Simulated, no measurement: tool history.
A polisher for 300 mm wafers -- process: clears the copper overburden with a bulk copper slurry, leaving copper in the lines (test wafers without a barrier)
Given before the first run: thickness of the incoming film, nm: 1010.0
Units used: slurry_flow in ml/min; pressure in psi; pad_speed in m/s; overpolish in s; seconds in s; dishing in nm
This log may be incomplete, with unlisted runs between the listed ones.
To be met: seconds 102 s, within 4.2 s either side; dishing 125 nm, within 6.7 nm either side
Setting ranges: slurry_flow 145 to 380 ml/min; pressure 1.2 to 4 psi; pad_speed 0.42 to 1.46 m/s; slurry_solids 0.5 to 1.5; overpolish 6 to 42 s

Run 1, day 0: slurry_flow 245 ml/min, pressure 2.6 psi, pad_speed 0.94 m/s, slurry_solids 1, overpolish 21 s. Result: seconds 157.78 s, dishing 78.462 nm.
Run 2, day 0.033: slurry_flow 300 ml/min, pressure 2.6 psi, pad_speed 0.94 m/s, slurry_solids 1, overpolish 21 s. Result: seconds 151.55 s, dishing 80.834 nm.
Run 3, day 0.062: slurry_flow 300 ml/min, pressure 2.8 psi, pad_speed 0.94 m/s, slurry_solids 1, overpolish 22 s. Result: seconds 145.71 s, dishing 86.149 nm.
Run 4, day 0.1: slurry_flow 300 ml/min, pressure 2.8 psi, pad_speed 0.94 m/s, slurry_solids 1, overpolish 19 s. Result: seconds 146.36 s, dishing 76.746 nm.
Run 5, day 0.221: slurry_flow 300 ml/min, pressure 2.4 psi, pad_speed 0.94 m/s, slurry_solids 1, overpolish 19 s. Result: seconds 169.34 s, dishing 70.31 nm.
Run 6, day 0.562: slurry_flow 280 ml/min, pressure 2.4 psi, pad_speed 0.94 m/s, slurry_solids 1, overpolish 19 s. Result: seconds 167.05 s, dishing 66.67 nm.
Run 7, day 0.783: slurry_flow 280 ml/min, pressure 2.7 psi, pad_speed 0.94 m/s, slurry_solids 1, overpolish 20 s. Result: seconds 149.54 s, dishing 77.017 nm.
Run 8, day 0.862: slurry_flow 280 ml/min, pressure 2.9 psi, pad_speed 0.94 m/s, slurry_solids 1, overpolish 21 s. Result: seconds 139.75 s, dishing 81.86 nm.
Run 9, day 0.95: slurry_flow 280 ml/min, pressure 3 psi, pad_speed 0.94 m/s, slurry_solids 1, overpolish 22 s. Result: seconds 133.54 s, dishing 89.188 nm.
Run 10, day 1.262: slurry_flow 280 ml/min, pressure 3.1 psi, pad_speed 0.94 m/s, slurry_solids 1, overpolish 23 s. Result: seconds 131.49 s, dishing 96.198 nm.
Run 11, day 1.488: slurry_flow 280 ml/min, pressure 3.8 psi, pad_speed 0.96 m/s, slurry_solids 1, overpolish 24 s. Result: seconds 104.18 s, dishing 112.33 nm.
Run 12, day 1.558: slurry_flow 280 ml/min, pressure 3.8 psi, pad_speed 0.96 m/s, slurry_solids 1, overpolish 25 s. Result: seconds 103.73 s, dishing 118.16 nm.

4 next moves are on the table. One of them brings every result within its allowed miss. Which?
Run A, day 1.629: slurry_flow 270 ml/min, pressure 3.5 psi, pad_speed 1.02 m/s, slurry_solids 0.9, overpolish 29 s. Result: seconds ?, dishing ?.
Run B, day 1.629: slurry_flow 380 ml/min, pressure 3.7 psi, pad_speed 0.88 m/s, slurry_solids 1.2, overpolish 28 s. Result: seconds ?, dishing ?.
Run C, day 1.629: slurry_flow 270 ml/min, pressure 3.8 psi, pad_speed 1 m/s, slurry_solids 1.1, overpolish 21 s. Result: seconds ?, dishing ?.
Run D, day 1.629: slurry_flow 280 ml/min, pressure 3.9 psi, pad_speed 0.94 m/s, slurry_solids 1.15, overpolish 29 s. Result: seconds ?, dishing ?.

move  seconds  dishing
   A   110.07   119.86
   B   112.56   117.44
   C   100.46   107.02
   D   103.01   126.02
A: corrects the largest miss of the last run, while another result sits out of spec
B: further off than the last run
C: further off than the last run
D: every result within its allowed miss
Correct choice: D, which meets every target

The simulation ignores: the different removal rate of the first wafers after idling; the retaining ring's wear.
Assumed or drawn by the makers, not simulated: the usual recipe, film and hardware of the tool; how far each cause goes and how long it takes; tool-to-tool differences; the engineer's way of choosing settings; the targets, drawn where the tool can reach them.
